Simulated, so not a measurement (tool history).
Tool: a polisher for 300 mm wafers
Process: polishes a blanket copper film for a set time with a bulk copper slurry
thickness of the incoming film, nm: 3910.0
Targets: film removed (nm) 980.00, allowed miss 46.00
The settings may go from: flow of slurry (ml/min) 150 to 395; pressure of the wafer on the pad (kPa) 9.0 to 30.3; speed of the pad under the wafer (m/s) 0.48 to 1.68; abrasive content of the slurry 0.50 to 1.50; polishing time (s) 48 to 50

run	day	flow of slurry (ml/min)	pressure of the wafer on the pad (kPa)	speed of the pad under the wafer (m/s)	abrasive content of the slurry	polishing time (s)	film removed (nm)
1	0.000	250	19.3	1.08	1.00	48	548.67
2	0.192	250	19.3	1.08	1.10	48	539.58
3	0.275	250	20.7	1.08	1.10	48	583.89
4	0.404	250	22.1	1.08	1.10	48	632.88
5	0.779	250	22.8	1.08	1.10	48	629.55
6	0.988	250	19.3	1.08	1.10	48	553.57
7	1.121	250	20.7	1.10	1.10	48	602.77
8	1.188	250	22.1	1.10	1.10	48	632.27
9	1.475	250	22.8	1.12	1.10	48	650.91
10	1.829	250	22.8	1.12	1.10	48	656.90
11	2.033	250	23.4	1.14	1.10	48	692.13
12	2.354	250	24.1	1.14	1.10	48	708.50
13	2.467	250	24.8	1.16	1.10	48	732.22
14	2.654	250	25.5	1.18	1.10	48	758.14

Which of these 4 next moves meets every target?
A	2.842	235	27.6	1.58	1.15	50	?
B	2.842	335	26.2	1.64	1.25	50	?
C	2.842	305	29.6	1.34	0.90	50	?
D	2.842	370	29.6	1.42	1.20	49	?

move	film removed (nm)
A	1043.00
B	1083.80
C	954.38
D	1075.00
A: takes the result that was furthest off past its target
B: takes the result that was furthest off past its target
C: meets every target
D: takes the result that was furthest off past its target
Move C is the one to make.
